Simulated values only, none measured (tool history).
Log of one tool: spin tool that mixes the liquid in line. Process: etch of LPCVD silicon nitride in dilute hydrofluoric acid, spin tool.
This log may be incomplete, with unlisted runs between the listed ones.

run	day	temperature setpoint of the liquid (C)	parts of water to one part of 49 % hydrofluoric acid (parts by volume)	time under the liquid (s)	thickness taken off the LPCVD silicon nitride on a monitor wafer (Å)
1	0.000	20.0	135	265	9.993
2	0.308	20.0	135	285	10.678
3	0.512	21.0	120	285	13.027
4	0.879	22.0	105	285	15.490
5	1.108	22.0	130	285	11.991
6	1.412	22.0	80	285	21.517
7	1.712	25.5	30	285	66.335
8	2.029	25.0	30	285	65.892
9	2.225	24.5	30	285	62.661

Run 10 comes next. What will it give?
10	2.588	24.0	30	285	?

Run 10 produced thickness taken off the LPCVD silicon nitride on a monitor wafer (Å) 57.649.
